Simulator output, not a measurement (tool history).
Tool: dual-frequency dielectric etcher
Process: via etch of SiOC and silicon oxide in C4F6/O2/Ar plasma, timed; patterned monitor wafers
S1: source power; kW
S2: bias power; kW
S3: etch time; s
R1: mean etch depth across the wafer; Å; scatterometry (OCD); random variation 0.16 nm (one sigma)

run	day	S1	S2	S3	R1
1	0.000	0.330	0.229	43.0	474.62
2	0.088	0.330	0.229	39.5	433.79
3	0.112	0.350	0.243	40.0	461.11
4	0.275	0.350	0.208	40.0	433.24
5	0.646	0.320	0.208	40.0	415.98
6	0.800	0.320	0.227	40.0	433.27
7	1.038	0.340	0.238	40.5	456.98
8	1.392	0.360	0.248	41.0	482.87

The next listed run, before its measurement:
9	1.629	0.370	0.254	41.0	?

Run 9 gave R1 495.00 Å.
